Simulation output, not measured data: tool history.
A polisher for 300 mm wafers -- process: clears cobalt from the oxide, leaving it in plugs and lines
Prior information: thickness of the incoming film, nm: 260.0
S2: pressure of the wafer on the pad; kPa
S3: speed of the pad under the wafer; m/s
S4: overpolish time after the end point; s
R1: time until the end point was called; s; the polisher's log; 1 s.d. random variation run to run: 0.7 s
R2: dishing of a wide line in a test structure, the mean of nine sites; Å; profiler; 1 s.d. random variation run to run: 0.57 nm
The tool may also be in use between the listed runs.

run 1 hour=0 | flow_of_slurry_(ml/min)=315 S2=11.7 S3=1.18 S4=23 | R1=49.763 R2=368.32
run 2 hour=8.7 | flow_of_slurry_(ml/min)=315 S2=9 S3=1.18 S4=23 | R1=61.363 R2=348.33
run 3 hour=15.9 | flow_of_slurry_(ml/min)=250 S2=9 S3=1.18 S4=23 | R1=64.069 R2=347.85
run 4 hour=18.8 | flow_of_slurry_(ml/min)=330 S2=9 S3=1.18 S4=23 | R1=60.329 R2=347.34
run 5 hour=24.3 | flow_of_slurry_(ml/min)=280 S2=9 S3=1.18 S4=23 | R1=63.141 R2=365.88
run 6 hour=26.3 | flow_of_slurry_(ml/min)=280 S2=10.3 S3=1.18 S4=23 | R1=55.89 R2=375.8

Run 7 is up next; what results do you expect?
run 7 hour=29.3 | flow_of_slurry_(ml/min)=280 S2=10.3 S3=1.18 S4=23 | R1=? R2=?

{"run 7": {"R1": 56.033, "R2": 362.67}}

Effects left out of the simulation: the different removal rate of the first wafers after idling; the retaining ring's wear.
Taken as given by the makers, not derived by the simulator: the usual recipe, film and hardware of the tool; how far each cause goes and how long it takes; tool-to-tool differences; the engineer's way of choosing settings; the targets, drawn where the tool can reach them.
